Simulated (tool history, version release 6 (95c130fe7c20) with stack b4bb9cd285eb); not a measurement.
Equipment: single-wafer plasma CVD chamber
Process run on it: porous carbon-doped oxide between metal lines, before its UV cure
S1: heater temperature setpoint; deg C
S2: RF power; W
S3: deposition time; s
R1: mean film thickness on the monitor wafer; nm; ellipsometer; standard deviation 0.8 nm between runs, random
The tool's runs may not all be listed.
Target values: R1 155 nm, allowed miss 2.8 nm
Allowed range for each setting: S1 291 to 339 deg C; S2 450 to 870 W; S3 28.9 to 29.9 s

run 1 day=0 | S1=315 S2=660 S3=28.9 | R1=181.65
run 2 day=0.312 | S1=319 S2=650 S3=28.9 | R1=175.18
run 3 day=0.512 | S1=319 S2=650 S3=28.9 | R1=174.13
run 4 day=0.771 | S1=319 S2=575 S3=28.9 | R1=166.32
run 5 day=1.121 | S1=311 S2=575 S3=28.9 | R1=174.64
run 6 day=1.458 | S1=314 S2=570 S3=28.9 | R1=168.23
run 7 day=1.708 | S1=316 S2=565 S3=28.9 | R1=165.73
run 8 day=1.883 | S1=318 S2=565 S3=28.9 | R1=164.97
run 9 day=2.046 | S1=320 S2=560 S3=28.9 | R1=162.21
run 10 day=2.075 | S1=321 S2=560 S3=28.9 | R1=162.1
run 11 day=2.4 | S1=322 S2=555 S3=28.9 | R1=159.24

Which one of the following 5 next-run settings gets every result inside its allowed miss? There is exactly one.
run A day=2.725 | S1=321 S2=550 S3=29.5 | R1=?
run B day=2.725 | S1=323 S2=540 S3=29.8 | R1=?
run C day=2.725 | S1=320 S2=535 S3=29.8 | R1=?
run D day=2.725 | S1=318 S2=530 S3=29.6 | R1=?
run E day=2.725 | S1=315 S2=470 S3=29.3 | R1=?

move=A R1=165.4
move=B R1=163.87
move=C R1=165.64
move=D R1=165.55
move=E R1=157.11
A: moves away from the targets compared with the last run
B: moves away from the targets compared with the last run
C: moves away from the targets compared with the last run
D: moves away from the targets compared with the last run
E: each result inside its tolerance
So the answer is move E, the one that meets all the targets.
